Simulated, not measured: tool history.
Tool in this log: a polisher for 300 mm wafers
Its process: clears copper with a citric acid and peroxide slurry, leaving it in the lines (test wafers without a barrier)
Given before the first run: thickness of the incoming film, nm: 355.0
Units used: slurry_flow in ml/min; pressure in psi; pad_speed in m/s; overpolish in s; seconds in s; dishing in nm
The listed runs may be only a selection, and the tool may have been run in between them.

Run 1, day 0.000: slurry_flow 195 ml/min, pressure 2.6 psi, pad_speed 1.40 m/s, slurry_solids 1.0, overpolish 22 s. Result: seconds 134.11 s, dishing 35.220 nm.
Run 2, day 0.338: slurry_flow 195 ml/min, pressure 2.4 psi, pad_speed 1.40 m/s, slurry_solids 1.0, overpolish 22 s. Result: seconds 138.93 s, dishing 32.827 nm.
Run 3, day 0.454: slurry_flow 195 ml/min, pressure 3.0 psi, pad_speed 1.40 m/s, slurry_solids 1.0, overpolish 22 s. Result: seconds 115.59 s, dishing 39.838 nm.
Run 4, day 0.804: slurry_flow 195 ml/min, pressure 3.0 psi, pad_speed 1.24 m/s, slurry_solids 1.0, overpolish 22 s. Result: seconds 125.31 s, dishing 37.812 nm.
Run 5, day 1.088: slurry_flow 195 ml/min, pressure 3.6 psi, pad_speed 1.24 m/s, slurry_solids 1.0, overpolish 22 s. Result: seconds 104.36 s, dishing 44.786 nm.
At day 1.404: slurry blender recalibrated.
Run 6, day 1.404: slurry_flow 195 ml/min, pressure 3.6 psi, pad_speed 0.92 m/s, slurry_solids 1.0, overpolish 22 s. Result: seconds 109.12 s, dishing 41.017 nm.
Run 7, day 1.600: slurry_flow 190 ml/min, pressure 3.3 psi, pad_speed 0.90 m/s, slurry_solids 1.0, overpolish 23 s. Result: seconds 125.92 s, dishing 40.634 nm.
Run 8, day 1.804: slurry_flow 190 ml/min, pressure 3.0 psi, pad_speed 0.88 m/s, slurry_solids 1.0, overpolish 23 s. Result: seconds 136.66 s, dishing 35.905 nm.

Run 9 comes next. What will it give?
Run 9, day 1.933: slurry_flow 190 ml/min, pressure 2.8 psi, pad_speed 0.86 m/s, slurry_solids 1.0, overpolish 23 s. Result: seconds ?, dishing ?.

Run 9 yielded seconds 145.39 s, dishing 34.128 nm.
